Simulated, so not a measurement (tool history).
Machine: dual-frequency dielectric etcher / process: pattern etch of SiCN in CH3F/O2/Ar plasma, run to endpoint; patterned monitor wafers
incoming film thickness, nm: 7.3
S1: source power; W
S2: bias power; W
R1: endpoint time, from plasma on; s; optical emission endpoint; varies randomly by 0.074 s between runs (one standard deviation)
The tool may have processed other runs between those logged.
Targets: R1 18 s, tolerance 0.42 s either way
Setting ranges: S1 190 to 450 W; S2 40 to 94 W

| run | hour | S1 | S2 | R1 |
|---|---|---|---|---|
| 1 | 0 | 320 | 67 | 21.421 |
| 2 | 4.2 | 320 | 74 | 20.575 |
| 3 | 5.4 | 320 | 80 | 20.085 |
| 4 | 8.8 | 320 | 88 | 19.474 |
| 5 | 17.3 | 340 | 89 | 18.979 |
| 6 | 24.7 | 340 | 83 | 19.402 |
| 7 | 26.5 | 360 | 84 | 18.955 |
| 8 | 32.6 | 360 | 84 | 18.899 |
| 9 | 33.9 | 370 | 85 | 18.706 |

Which single option among these 5 for the next run brings every result within its allowed miss of target? Just one does.
| A | 35.2 | 360 | 77 | ? |
| B | 35.2 | 330 | 79 | ? |
| C | 35.2 | 310 | 76 | ? |
| D | 35.2 | 350 | 74 | ? |
| E | 35.2 | 410 | 86 | ? |

| move | R1 |
|---|---|
| A | 19.534 |
| B | 19.998 |
| C | 20.753 |
| D | 20.018 |
| E | 17.894 |
A: moves away from the targets compared with the last run
B: moves away from the targets compared with the last run
C: moves away from the targets compared with the last run
D: moves away from the targets compared with the last run
E: all results in spec
The move that meets every target is E.
